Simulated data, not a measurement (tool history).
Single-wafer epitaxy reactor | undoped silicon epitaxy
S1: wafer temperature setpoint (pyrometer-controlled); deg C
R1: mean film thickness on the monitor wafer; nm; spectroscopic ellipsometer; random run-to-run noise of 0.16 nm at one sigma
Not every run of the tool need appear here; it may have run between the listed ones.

Run 1, hour 0.0: S1 625 deg C, deposition time (s) 418. Result: R1 33.286 nm.
Run 2, hour 1.8: S1 621 deg C, deposition time (s) 418. Result: R1 29.879 nm.
Run 3, hour 5.7: S1 621 deg C, deposition time (s) 446. Result: R1 31.866 nm.
Run 4, hour 6.5: S1 623 deg C, deposition time (s) 446. Result: R1 33.653 nm.
Run 5, hour 9.5: S1 631 deg C, deposition time (s) 446. Result: R1 41.433 nm.
Run 6, hour 12.2: S1 631 deg C, deposition time (s) 388. Result: R1 36.200 nm.
Run 7, hour 17.7: S1 632 deg C, deposition time (s) 388. Result: R1 37.079 nm.
At hour 22.0: pyrometer calibrated.
Run 8, hour 22.0: S1 644 deg C, deposition time (s) 389. Result: R1 54.245 nm.

Run 9, settings as shown, results not yet in. Your forecast:
Run 9, hour 30.8: S1 642 deg C, deposition time (s) 389. Result: R1 ?.

R1: 51.756 nm
